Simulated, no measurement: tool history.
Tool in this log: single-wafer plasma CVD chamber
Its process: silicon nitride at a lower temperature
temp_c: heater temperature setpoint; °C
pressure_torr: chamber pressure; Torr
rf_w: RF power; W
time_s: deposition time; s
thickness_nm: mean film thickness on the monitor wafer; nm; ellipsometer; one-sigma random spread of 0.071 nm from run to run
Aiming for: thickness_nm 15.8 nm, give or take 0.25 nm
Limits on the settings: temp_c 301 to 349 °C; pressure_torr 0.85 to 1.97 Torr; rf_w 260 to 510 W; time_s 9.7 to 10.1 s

run    day  temp_c  pressure_torr  rf_w  time_s  thickness_nm
  1      0     325           1.41   385    10.1        12.853
  2  0.096     325           1.41   385    10.1        12.827
  3  0.258     325           1.52   400    10.1        13.531
  4  0.321     325           1.35   400    10.1        12.802
  5  0.446     318           1.35   400    10.1        13.019
  6  0.588     318           1.23   400    10.1        12.378
  7  0.929     318           1.38   405    10.1        13.104
  8  1.071     318            1.5   410    10.1        13.734
  9  1.296     318           1.78   425    10.1        14.951
 10  1.562     318           1.82   425    10.1        14.988
 11  1.754     318           1.85   430    10.1        15.351
 12  1.921     318           1.87   430    10.1        15.351

Exercise: of the 5 proposed moves below, exactly one satisfies all targets within the stated allowed misses. Which move is it?
  A  2.088     315           1.65   465     9.7             ?
  B  2.088     305           1.95   495     9.8             ?
  C  2.088     313           1.82   510      10             ?
  D  2.088     314           1.78   510      10             ?
  E  2.088     322           1.94   480     9.7             ?

move  thickness_nm
   A        14.837
   B        16.533
   C        16.678
   D        16.538
   E        15.967
A: further off than the last run
B: carries the result that was furthest off beyond its target, to the other side
C: carries the result that was furthest off beyond its target, to the other side
D: carries the result that was furthest off beyond its target, to the other side
E: hits every target within its allowed miss
Correct choice: E, which meets every target
